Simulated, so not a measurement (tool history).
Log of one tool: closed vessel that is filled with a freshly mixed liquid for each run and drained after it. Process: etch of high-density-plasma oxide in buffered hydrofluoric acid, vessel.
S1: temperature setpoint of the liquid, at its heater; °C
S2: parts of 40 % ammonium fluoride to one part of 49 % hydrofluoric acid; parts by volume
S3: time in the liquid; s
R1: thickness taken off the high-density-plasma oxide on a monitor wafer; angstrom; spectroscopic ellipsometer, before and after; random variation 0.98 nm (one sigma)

run  hour    S1    S2   S3      R1
  1   0.0  22.0   9.5  105  1782.3
  2   4.2  22.0  11.5  105  1485.2
  3  12.3  23.0  11.5  105  1581.2
  4  20.2  24.0  11.5  105  1657.6
  5  27.7  24.0  11.5  105  1668.5
  6  35.4  24.5  11.5  105  1717.8
  7  38.1  25.0  11.5  105  1795.3
  8  39.3  25.5  11.5  105  1812.2

Forecast run 9:
  9  48.6  26.0  11.5  105   ?

{"run 9": {"R1": 1867.7}}
